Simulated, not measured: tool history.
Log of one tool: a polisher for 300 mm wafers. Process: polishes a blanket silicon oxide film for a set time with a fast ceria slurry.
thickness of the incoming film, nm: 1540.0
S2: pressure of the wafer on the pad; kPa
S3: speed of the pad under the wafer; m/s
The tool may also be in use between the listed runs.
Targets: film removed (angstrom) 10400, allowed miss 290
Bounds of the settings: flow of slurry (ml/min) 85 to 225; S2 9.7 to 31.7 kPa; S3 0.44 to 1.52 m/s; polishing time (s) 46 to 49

Run 1, day 0: flow of slurry (ml/min) 145, S2 20.7 kPa, S3 0.98 m/s, polishing time (s) 46. Result: film removed (angstrom) 6565.
Run 2, day 0.342: flow of slurry (ml/min) 155, S2 23.4 kPa, S3 0.98 m/s, polishing time (s) 46. Result: film removed (angstrom) 7404.8.
Run 3, day 0.692: flow of slurry (ml/min) 160, S2 26.2 kPa, S3 0.98 m/s, polishing time (s) 46. Result: film removed (angstrom) 8543.6.
Run 4, day 0.775: flow of slurry (ml/min) 160, S2 29.6 kPa, S3 0.98 m/s, polishing time (s) 46. Result: film removed (angstrom) 9430.4.
Run 5, day 1: flow of slurry (ml/min) 160, S2 29.6 kPa, S3 1.18 m/s, polishing time (s) 46. Result: film removed (angstrom) 11264.
Run 6, day 1.029: flow of slurry (ml/min) 150, S2 29.6 kPa, S3 1.18 m/s, polishing time (s) 46. Result: film removed (angstrom) 11117.
Run 7, day 1.079: flow of slurry (ml/min) 140, S2 29.6 kPa, S3 1.18 m/s, polishing time (s) 46. Result: film removed (angstrom) 10827.
Run 8, day 1.183: flow of slurry (ml/min) 135, S2 29.6 kPa, S3 1.18 m/s, polishing time (s) 46. Result: film removed (angstrom) 11011.

Which of these 4 next moves meets every target?
Run A, day 1.288: flow of slurry (ml/min) 125, S2 26.9 kPa, S3 1.14 m/s, polishing time (s) 48. Result: film removed (angstrom) ?.
Run B, day 1.288: flow of slurry (ml/min) 145, S2 26.9 kPa, S3 1.2 m/s, polishing time (s) 47. Result: film removed (angstrom) ?.
Run C, day 1.288: flow of slurry (ml/min) 145, S2 24.8 kPa, S3 1.44 m/s, polishing time (s) 46. Result: film removed (angstrom) ?.
Run D, day 1.288: flow of slurry (ml/min) 175, S2 30.3 kPa, S3 1.12 m/s, polishing time (s) 46. Result: film removed (angstrom) ?.

move  film removed (angstrom)
   A                   9902.1
   B                    10432
   C                    11126
   D                    11137
A: takes the result that was furthest off past its target
B: meets every target
C: further off than the last run
D: further off than the last run
The right move is B.

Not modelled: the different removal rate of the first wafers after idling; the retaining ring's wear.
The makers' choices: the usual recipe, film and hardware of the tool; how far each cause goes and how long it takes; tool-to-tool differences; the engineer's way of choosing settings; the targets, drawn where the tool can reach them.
